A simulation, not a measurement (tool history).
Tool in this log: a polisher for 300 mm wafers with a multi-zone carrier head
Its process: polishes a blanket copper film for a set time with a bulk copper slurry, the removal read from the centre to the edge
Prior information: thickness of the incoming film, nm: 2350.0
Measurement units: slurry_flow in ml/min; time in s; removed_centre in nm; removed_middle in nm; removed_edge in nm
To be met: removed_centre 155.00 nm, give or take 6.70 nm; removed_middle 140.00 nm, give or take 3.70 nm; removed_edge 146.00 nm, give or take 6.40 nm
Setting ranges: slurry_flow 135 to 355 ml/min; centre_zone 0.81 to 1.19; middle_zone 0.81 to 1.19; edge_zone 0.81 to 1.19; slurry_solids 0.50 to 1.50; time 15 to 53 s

run	hour	slurry_flow	centre_zone	middle_zone	edge_zone	slurry_solids	time	removed_centre	removed_middle	removed_edge
1	0.0	225	1.00	1.00	1.00	1.00	34	278.53	283.75	284.95
2	5.7	225	1.04	1.00	1.00	1.00	34	284.66	284.54	280.22
3	11.5	220	1.04	0.99	0.99	0.95	32	263.53	265.43	265.00
4	18.6	220	1.04	0.99	0.99	0.85	32	251.62	252.54	259.47
5	19.2	220	0.96	0.99	0.99	0.85	32	242.80	254.48	262.44
6	22.5	220	0.96	0.99	0.92	0.85	32	249.32	252.37	244.86
7	24.0	220	0.96	0.98	0.91	0.80	30	226.24	236.47	229.42
8	30.9	220	0.96	0.98	0.91	0.80	30	225.43	233.73	224.49
9	39.3	220	0.96	0.98	0.91	0.80	30	223.65	235.41	225.95
10	40.2	215	0.99	0.96	0.90	0.75	29	220.03	215.85	216.62
11	42.7	215	0.99	0.95	0.89	0.70	28	208.17	206.60	203.54
12	47.1	210	0.99	0.94	0.88	0.65	27	189.59	192.68	191.03
13	52.0	205	1.00	0.93	0.87	0.65	26	185.73	185.91	178.55
14	59.8	205	1.00	0.93	0.87	0.65	26	185.27	184.34	180.42

Of the 5 settings listed for the next run, only one would bring every result within its allowed miss of target. Which one?
A	67.6	260	1.02	0.81	0.84	0.55	23	?	?	?
B	67.6	225	1.03	0.89	0.88	0.65	21	?	?	?
C	67.6	190	1.04	0.82	0.85	0.50	23	?	?	?
D	67.6	240	1.17	0.81	0.81	0.65	21	?	?	?
E	67.6	230	1.12	0.99	0.81	0.50	21	?	?	?

move	removed_centre	removed_middle	removed_edge
A	167.46	151.43	152.88
B	158.69	150.04	147.74
C	158.73	143.39	145.83
D	172.08	143.78	143.19
E	154.92	147.77	132.17
A: nearer than the last run, and not there yet
B: nearer than the last run, and not there yet
C: in spec on every target
D: nearer than the last run, and not there yet
E: nearer than the last run, and not there yet
Go with C: it meets all targets.
